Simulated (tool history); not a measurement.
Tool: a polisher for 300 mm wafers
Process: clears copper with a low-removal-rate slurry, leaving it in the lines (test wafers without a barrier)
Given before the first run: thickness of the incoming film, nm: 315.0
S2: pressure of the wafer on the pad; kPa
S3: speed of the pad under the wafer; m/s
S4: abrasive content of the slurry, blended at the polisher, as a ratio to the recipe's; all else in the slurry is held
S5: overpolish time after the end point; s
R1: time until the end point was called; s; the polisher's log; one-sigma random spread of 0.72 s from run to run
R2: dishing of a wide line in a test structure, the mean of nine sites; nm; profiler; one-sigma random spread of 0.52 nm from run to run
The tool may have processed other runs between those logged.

run 1 hour=0 | flow_of_slurry_(ml/min)=205 S2=22.1 S3=1.12 S4=1 S5=11 | R1=89.156 R2=24.026
run 2 hour=1.6 | flow_of_slurry_(ml/min)=165 S2=22.1 S3=1.12 S4=1 S5=11 | R1=88.712 R2=23.749
run 3 hour=10.3 | flow_of_slurry_(ml/min)=165 S2=19.3 S3=1.12 S4=1 S5=11 | R1=102.67 R2=20.714
run 4 hour=19 | flow_of_slurry_(ml/min)=165 S2=20.7 S3=1.12 S4=1 S5=12 | R1=95.416 R2=24.237
run 5 hour=20.7 | flow_of_slurry_(ml/min)=165 S2=20.7 S3=1.12 S4=1 S5=8 | R1=97.896 R2=16.594
run 6 hour=26 | flow_of_slurry_(ml/min)=165 S2=22.1 S3=1.12 S4=1 S5=9 | R1=92.375 R2=20.054
run 7 hour=30.7 | flow_of_slurry_(ml/min)=165 S2=23.4 S3=1.1 S4=1 S5=10 | R1=86.619 R2=22.374
run 8 hour=39.1 | flow_of_slurry_(ml/min)=165 S2=23.4 S3=1.1 S4=1 S5=10 | R1=87.323 R2=22.672
run 9 hour=44.6 | flow_of_slurry_(ml/min)=165 S2=24.8 S3=1.1 S4=1 S5=11 | R1=81.146 R2=25.651
run 10 hour=49.7 | flow_of_slurry_(ml/min)=165 S2=25.5 S3=1.1 S4=1 S5=12 | R1=79.586 R2=28.921
run 11 hour=56.7 | flow_of_slurry_(ml/min)=165 S2=26.2 S3=1.1 S4=1 S5=13 | R1=78.328 R2=31.113
run 12 hour=61.8 | flow_of_slurry_(ml/min)=165 S2=26.9 S3=1.1 S4=1 S5=13 | R1=77.747 R2=31.881
run 13 hour=67.8 | flow_of_slurry_(ml/min)=165 S2=27.6 S3=1.1 S4=1 S5=13 | R1=74.711 R2=33.397
run 14 hour=75.4 | flow_of_slurry_(ml/min)=165 S2=28.3 S3=1.1 S4=1 S5=13 | R1=73.54 R2=33.262
run 15 hour=76.2 | flow_of_slurry_(ml/min)=165 S2=29 S3=1.1 S4=1 S5=13 | R1=71.77 R2=34.08
-- hour=83.2 head pressure recalibrated
run 16 hour=83.2 | flow_of_slurry_(ml/min)=165 S2=31.7 S3=1.1 S4=1 S5=16 | R1=70.059 R2=41.272

Expected results for the next run?
run 17 hour=86.1 | flow_of_slurry_(ml/min)=165 S2=32.4 S3=1.1 S4=1 S5=16 | R1=? R2=?

Logged for run 17: R1 68.606 s, R2 41.995 nm.
